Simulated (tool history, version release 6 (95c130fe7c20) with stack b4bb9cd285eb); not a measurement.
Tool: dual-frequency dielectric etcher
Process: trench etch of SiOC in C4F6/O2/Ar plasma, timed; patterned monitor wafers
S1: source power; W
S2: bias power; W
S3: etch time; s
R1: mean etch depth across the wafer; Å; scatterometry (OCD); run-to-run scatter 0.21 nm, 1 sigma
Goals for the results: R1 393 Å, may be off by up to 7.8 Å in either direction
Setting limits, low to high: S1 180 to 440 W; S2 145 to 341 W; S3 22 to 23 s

{"run": 1, "hour": 0.0, "S1": 310, "S2": 243, "S3": 22, "R1": 480.76}
{"run": 2, "hour": 2.1, "S1": 310, "S2": 282, "S3": 22, "R1": 499.96}
{"run": 3, "hour": 3.1, "S1": 310, "S2": 303, "S3": 22, "R1": 512.86}
{"run": 4, "hour": 10.5, "S1": 280, "S2": 284, "S3": 22, "R1": 487.55}
{"run": 5, "hour": 11.9, "S1": 260, "S2": 263, "S3": 22, "R1": 465.29}
{"run": 6, "hour": 16.1, "S1": 280, "S2": 263, "S3": 22, "R1": 477.31}
{"run": 7, "hour": 19.3, "S1": 260, "S2": 245, "S3": 22, "R1": 455.93}
{"run": 8, "hour": 24.8, "S1": 240, "S2": 234, "S3": 22, "R1": 436.04}
{"run": 9, "hour": 28.0, "S1": 230, "S2": 228, "S3": 22, "R1": 426.62}
{"run": 10, "hour": 32.2, "S1": 220, "S2": 224, "S3": 22, "R1": 419.51}
{"run": 11, "hour": 38.6, "S1": 210, "S2": 221, "S3": 22, "R1": 416.48}
{"run": 12, "hour": 40.8, "S1": 200, "S2": 217, "S3": 22, "R1": 403.82}

Of the 4 settings listed for the next run, only one would bring every result within its allowed miss of target. Which one?
{"run": "A", "hour": 43.0, "S1": 210, "S2": 233, "S3": 22, "R1": "?"}
{"run": "B", "hour": 43.0, "S1": 200, "S2": 198, "S3": 22, "R1": "?"}
{"run": "C", "hour": 43.0, "S1": 190, "S2": 230, "S3": 22.5, "R1": "?"}
{"run": "D", "hour": 43.0, "S1": 220, "S2": 187, "S3": 22.5, "R1": "?"}

move=A R1=419.06
move=B R1=395.55
move=C R1=414.18
move=D R1=410.82
A: lands further from the targets than the last run did
B: hits every target within its allowed miss
C: lands further from the targets than the last run did
D: lands further from the targets than the last run did
So the answer is move B, the one that meets all the targets.
